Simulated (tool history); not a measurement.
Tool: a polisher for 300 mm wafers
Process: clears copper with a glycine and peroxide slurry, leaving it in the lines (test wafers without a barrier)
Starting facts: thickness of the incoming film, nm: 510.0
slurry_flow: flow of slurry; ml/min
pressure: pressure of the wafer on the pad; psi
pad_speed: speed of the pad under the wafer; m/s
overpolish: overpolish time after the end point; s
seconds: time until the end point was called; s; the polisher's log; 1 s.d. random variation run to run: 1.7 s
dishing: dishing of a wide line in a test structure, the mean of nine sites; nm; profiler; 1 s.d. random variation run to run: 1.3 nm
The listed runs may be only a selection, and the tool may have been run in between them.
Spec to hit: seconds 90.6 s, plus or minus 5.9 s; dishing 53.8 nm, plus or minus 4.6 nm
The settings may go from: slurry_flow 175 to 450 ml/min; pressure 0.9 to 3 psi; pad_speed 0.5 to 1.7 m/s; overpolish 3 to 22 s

run 1 hour=0 | slurry_flow=290 pressure=1.9 pad_speed=1.1 overpolish=11 | seconds=152.43 dishing=24.711
run 2 hour=3.3 | slurry_flow=290 pressure=2.2 pad_speed=1.1 overpolish=11 | seconds=139.78 dishing=28.898
run 3 hour=7.7 | slurry_flow=290 pressure=2.4 pad_speed=1.18 overpolish=11 | seconds=118.6 dishing=31.72
run 4 hour=10.7 | slurry_flow=290 pressure=2.5 pad_speed=1.2 overpolish=12 | seconds=114.05 dishing=35.583
run 5 hour=11.7 | slurry_flow=290 pressure=2.5 pad_speed=1.08 overpolish=12 | seconds=122.9 dishing=33.313
run 6 hour=13.7 | slurry_flow=290 pressure=2.6 pad_speed=1.14 overpolish=13 | seconds=120.26 dishing=38.436
run 7 hour=15.5 | slurry_flow=290 pressure=2.7 pad_speed=1.2 overpolish=13 | seconds=108.66 dishing=41.877
run 8 hour=23.1 | slurry_flow=290 pressure=2.8 pad_speed=1.24 overpolish=13 | seconds=103.32 dishing=44.405
run 9 hour=29.4 | slurry_flow=290 pressure=2.9 pad_speed=1.28 overpolish=13 | seconds=97.247 dishing=46.103
run 10 hour=34.8 | slurry_flow=290 pressure=2.9 pad_speed=1.3 overpolish=13 | seconds=95.872 dishing=46.266

Pick the move, out of 5, that brings all results within their allowed miss; only one does.
run A hour=40.2 | slurry_flow=405 pressure=2.3 pad_speed=1.66 overpolish=15 | seconds=? dishing=?
run B hour=40.2 | slurry_flow=260 pressure=3 pad_speed=1.34 overpolish=17 | seconds=? dishing=?
run C hour=40.2 | slurry_flow=295 pressure=2.7 pad_speed=1.3 overpolish=16 | seconds=? dishing=?
run D hour=40.2 | slurry_flow=275 pressure=3 pad_speed=1.6 overpolish=13 | seconds=? dishing=?
run E hour=40.2 | slurry_flow=285 pressure=2.7 pad_speed=1.38 overpolish=12 | seconds=? dishing=?

move=A seconds=89.391 dishing=52.222
move=B seconds=88.981 dishing=59.223
move=C seconds=98.692 dishing=51.519
move=D seconds=75.634 dishing=54.161
move=E seconds=94.086 dishing=42.012
A: all results in spec
B: pushes the last run's worst result past its target
C: brings the result that was furthest off to its target, and leaves another outside
D: brings the result that was furthest off to its target, and leaves another outside
E: lands further from the targets than the last run did
So the answer is move A, the one that meets all the targets.

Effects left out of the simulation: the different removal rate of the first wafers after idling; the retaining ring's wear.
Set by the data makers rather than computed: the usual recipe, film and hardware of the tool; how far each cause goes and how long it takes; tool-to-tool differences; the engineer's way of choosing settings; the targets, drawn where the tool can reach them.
